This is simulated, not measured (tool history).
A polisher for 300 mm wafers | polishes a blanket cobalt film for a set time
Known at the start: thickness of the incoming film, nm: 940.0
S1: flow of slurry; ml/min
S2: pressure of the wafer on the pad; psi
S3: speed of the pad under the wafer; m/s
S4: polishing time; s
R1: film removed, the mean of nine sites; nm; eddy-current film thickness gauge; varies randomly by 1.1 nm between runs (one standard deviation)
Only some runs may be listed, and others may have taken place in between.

run    day   S1   S2    S3  S4      R1
  1      0  145  2.5  1.24  28  166.93
  2  0.075  145    3  1.24  28  197.72
  3  0.179  145  2.4  1.18  28  150.89
  4    0.4  130  2.4  1.18  28  149.69
  5  0.521  130  2.4  1.18  25  134.87
     0.654  -- slurry nozzle cleaned
  6  0.654  130  2.4  1.18  28  153.04
  7  0.904  130    2  1.12  28  127.15

Run 8 is up next; what results do you expect?
  8  0.933  130  1.7  1.08  28   ?

{"run 8": {"R1": 107.47}}

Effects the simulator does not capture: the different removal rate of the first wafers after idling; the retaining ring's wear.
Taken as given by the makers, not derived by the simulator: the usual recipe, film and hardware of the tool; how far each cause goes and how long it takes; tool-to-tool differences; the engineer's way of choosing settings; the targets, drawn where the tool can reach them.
